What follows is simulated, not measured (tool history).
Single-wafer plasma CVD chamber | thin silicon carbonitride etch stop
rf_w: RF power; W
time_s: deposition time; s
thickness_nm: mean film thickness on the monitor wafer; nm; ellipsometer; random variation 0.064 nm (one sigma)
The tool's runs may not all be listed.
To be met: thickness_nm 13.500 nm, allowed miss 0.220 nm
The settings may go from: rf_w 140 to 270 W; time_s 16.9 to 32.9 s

run 1 hour=0.0 | rf_w=205 time_s=24.9 | thickness_nm=14.714
run 2 hour=7.1 | rf_w=205 time_s=27.8 | thickness_nm=16.574
run 3 hour=11.0 | rf_w=205 time_s=29.9 | thickness_nm=17.676
run 4 hour=15.6 | rf_w=200 time_s=29.2 | thickness_nm=17.278
run 5 hour=18.6 | rf_w=200 time_s=26.8 | thickness_nm=15.932
run 6 hour=23.7 | rf_w=200 time_s=26.2 | thickness_nm=15.411
run 7 hour=29.7 | rf_w=195 time_s=25.9 | thickness_nm=15.116
run 8 hour=37.9 | rf_w=195 time_s=25.9 | thickness_nm=15.196
run 9 hour=43.9 | rf_w=190 time_s=25.6 | thickness_nm=14.811

4 next moves are on the table. One of them brings every result within its allowed miss. Which?
run A hour=49.9 | rf_w=180 time_s=27.0 | thickness_nm=?
run B hour=49.9 | rf_w=155 time_s=24.9 | thickness_nm=?
run C hour=49.9 | rf_w=185 time_s=24.2 | thickness_nm=?
run D hour=49.9 | rf_w=190 time_s=28.4 | thickness_nm=?

move=A thickness_nm=15.400
move=B thickness_nm=13.496
move=C thickness_nm=13.931
move=D thickness_nm=16.496
A: further off than the last run
B: meets every target
C: nearer than the last run, and not there yet
D: further off than the last run
The right move is B.

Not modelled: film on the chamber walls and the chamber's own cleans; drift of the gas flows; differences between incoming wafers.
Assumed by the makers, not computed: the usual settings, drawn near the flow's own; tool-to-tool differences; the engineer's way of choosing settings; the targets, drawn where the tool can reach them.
